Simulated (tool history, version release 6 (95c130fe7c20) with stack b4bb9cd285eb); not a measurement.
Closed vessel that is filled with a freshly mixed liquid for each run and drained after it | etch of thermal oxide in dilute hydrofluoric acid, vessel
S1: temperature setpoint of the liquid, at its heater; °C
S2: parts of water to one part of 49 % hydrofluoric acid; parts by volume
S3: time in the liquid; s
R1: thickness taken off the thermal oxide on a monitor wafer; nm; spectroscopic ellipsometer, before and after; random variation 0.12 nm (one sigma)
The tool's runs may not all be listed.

run 1 day=0 | S1=22 S2=45 S3=195 | R1=20.133
run 2 day=0.392 | S1=22 S2=40 S3=195 | R1=22.356
run 3 day=0.692 | S1=21.5 S2=40 S3=195 | R1=22.244
run 4 day=0.883 | S1=21.5 S2=30 S3=195 | R1=30.397
run 5 day=1.129 | S1=21 S2=35 S3=195 | R1=24.98
run 6 day=1.483 | S1=20.5 S2=35 S3=195 | R1=24.879
run 7 day=1.646 | S1=20 S2=40 S3=195 | R1=20.755
run 8 day=1.971 | S1=19.5 S2=40 S3=195 | R1=20.57

Run 9 has not been measured yet. What should we expect?
run 9 day=2.229 | S1=19 S2=40 S3=195 | R1=?

{"run 9": {"R1": 20.022}}

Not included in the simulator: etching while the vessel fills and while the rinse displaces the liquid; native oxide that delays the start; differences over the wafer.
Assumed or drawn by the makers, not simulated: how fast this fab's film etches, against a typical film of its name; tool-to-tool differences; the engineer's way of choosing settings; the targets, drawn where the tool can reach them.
